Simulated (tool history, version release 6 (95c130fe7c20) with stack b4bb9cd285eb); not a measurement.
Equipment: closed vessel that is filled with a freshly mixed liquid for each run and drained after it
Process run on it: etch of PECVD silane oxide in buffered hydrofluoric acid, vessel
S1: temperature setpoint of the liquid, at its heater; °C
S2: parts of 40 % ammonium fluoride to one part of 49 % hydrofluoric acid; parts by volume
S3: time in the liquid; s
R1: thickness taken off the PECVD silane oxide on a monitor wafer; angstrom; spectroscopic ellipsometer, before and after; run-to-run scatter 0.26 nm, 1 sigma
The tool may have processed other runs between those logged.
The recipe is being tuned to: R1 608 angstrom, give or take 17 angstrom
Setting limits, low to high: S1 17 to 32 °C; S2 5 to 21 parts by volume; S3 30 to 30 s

run	hour	S1	S2	S3	R1
1	0	24	13	30	327.64
2	7.8	24	13	30	327.31
3	15.8	24	15	30	285.3
4	18.8	26	15	30	318.62
5	20.4	26	11.5	30	414.87
6	22.6	26	9	30	514.62
7	27.5	26.5	9	30	529.84
8	34	26.5	9	30	532.64

Below are 5 possible settings for the next run. Only one of them brings all results inside the allowed miss of their targets. Which is it?
A	40.5	27.5	7.5	30	?
B	40.5	25.5	7	30	?
C	40.5	27	8	30	?
D	40.5	27	7.5	30	?
E	40.5	32	10	30	?

move	R1
A	665.48
B	644.13
C	604.24
D	647.97
E	651.94
A: moves the result that the last run missed by most past its target, out the other side
B: moves the result that the last run missed by most past its target, out the other side
C: in spec on every target
D: moves the result that the last run missed by most past its target, out the other side
E: moves the result that the last run missed by most past its target, out the other side
Answer: C
